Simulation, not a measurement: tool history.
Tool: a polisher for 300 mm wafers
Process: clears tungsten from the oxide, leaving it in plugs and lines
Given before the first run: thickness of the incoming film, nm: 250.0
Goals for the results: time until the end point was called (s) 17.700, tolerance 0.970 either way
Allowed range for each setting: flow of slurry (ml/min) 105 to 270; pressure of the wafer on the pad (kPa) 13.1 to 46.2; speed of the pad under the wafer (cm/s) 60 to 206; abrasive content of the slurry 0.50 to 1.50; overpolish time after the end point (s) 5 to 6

run  hour  flow of slurry (ml/min)  pressure of the wafer on the pad (kPa)  speed of the pad under the wafer (cm/s)  abrasive content of the slurry  overpolish time after the end point (s)  time until the end point was called (s)
  1   0.0                      175                                    29.6                                      132                            1.00                                        6                                   31.156
  2   4.8                      175                                    29.6                                      132                            1.00                                        6                                   30.892
  3   8.6                      175                                    31.7                                      134                            1.00                                        6                                   28.807
  4   9.2                      175                                    31.7                                      134                            1.00                                        6                                   28.812
  5  14.4                      210                                    31.7                                      134                            1.00                                        6                                   27.871
  6  22.9                      210                                    33.8                                      136                            1.00                                        6                                   25.720
  7  28.7                      210                                    35.2                                      136                            1.00                                        6                                   24.567
  8  31.4                      210                                    36.5                                      136                            1.00                                        6                                   24.080
  9  39.5                      210                                    37.9                                      138                            1.00                                        6                                   22.592

Consider the 4 candidate settings below. Which is the only one whose results all fall within their allowed miss of target?
  A  47.6                      260                                    36.5                                      164                            1.05                                        6                                        ?
  B  47.6                      200                                    39.3                                      154                            1.05                                        6                                        ?
  C  47.6                      240                                    46.2                                      150                            0.75                                        6                                        ?
  D  47.6                      195                                    45.5                                      178                            0.80                                        6                                        ?

move  time until the end point was called (s)
   A                                   19.758
   B                                   20.198
   C                                   18.460
   D                                   16.083
A: nearer than the last run, and not there yet
B: nearer than the last run, and not there yet
C: every result within its allowed miss
D: the result that was furthest off in the last run now lies on the other side of its target
Move C is the one to make.
